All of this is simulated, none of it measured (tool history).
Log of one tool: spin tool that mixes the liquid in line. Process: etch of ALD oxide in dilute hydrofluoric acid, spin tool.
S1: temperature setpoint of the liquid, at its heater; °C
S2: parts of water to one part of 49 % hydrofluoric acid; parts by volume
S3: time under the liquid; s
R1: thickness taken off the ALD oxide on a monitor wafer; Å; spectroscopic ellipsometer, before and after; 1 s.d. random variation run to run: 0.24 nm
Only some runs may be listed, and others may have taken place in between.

run,hour,S1,S2,S3,R1
1,0,24,195,155,81.359
2,5.3,25.5,160,155,109.53
3,7,27,130,155,147.46
4,9.7,27,90,155,223.35
5,11.4,23.5,90,155,196.35
6,18.6,20.5,90,155,171.39
7,22.5,23,80,155,215.98
8,27.4,23,80,155,217.85

For run 9, what comes out?
9,28,23,80,155,?

Run 9 yielded R1 217.29 Å.

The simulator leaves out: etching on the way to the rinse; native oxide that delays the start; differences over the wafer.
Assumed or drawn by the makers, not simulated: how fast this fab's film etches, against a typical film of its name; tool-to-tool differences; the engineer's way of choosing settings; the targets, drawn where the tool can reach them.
